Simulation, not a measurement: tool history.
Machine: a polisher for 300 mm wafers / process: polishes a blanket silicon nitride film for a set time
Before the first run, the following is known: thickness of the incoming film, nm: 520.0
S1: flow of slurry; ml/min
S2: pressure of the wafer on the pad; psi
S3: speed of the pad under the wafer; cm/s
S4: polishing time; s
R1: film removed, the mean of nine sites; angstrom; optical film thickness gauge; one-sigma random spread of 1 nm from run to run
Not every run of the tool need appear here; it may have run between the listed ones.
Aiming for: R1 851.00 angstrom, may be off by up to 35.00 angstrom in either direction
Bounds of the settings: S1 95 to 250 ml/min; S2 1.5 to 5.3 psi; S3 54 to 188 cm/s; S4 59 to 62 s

run    day   S1   S2   S3  S4       R1
  1  0.000  160  3.4  120  59  1264.60
  2  0.325  160  3.2  120  59  1171.40
  3  0.692  160  3.2  120  62  1242.70
  4  0.838  160  3.0  120  62  1170.60
  5  0.892  160  2.8  120  62  1071.50
  6  1.042  190  2.8  120  62  1118.20
  7  1.200  190  2.8  120  62  1104.80
  8  1.438  190  2.7  120  62  1081.60
  9  1.750  190  2.6  120  62  1027.90

4 candidate next runs follow, results not yet known. Just one meets every target within its allowed miss. Identify it.
  A  2.062  220  1.9  124  59   ?
  B  2.062  190  2.4  112  62   ?
  C  2.062  210  1.9  122  61   ?
  D  2.062  205  2.6  100  59   ?

move      R1
   A  762.09
   B  904.37
   C  773.17
   D  857.78
A: carries the result that was furthest off beyond its target, to the other side
B: closer than the last run, but not yet in spec
C: carries the result that was furthest off beyond its target, to the other side
D: all results in spec
Move D is the one to make.
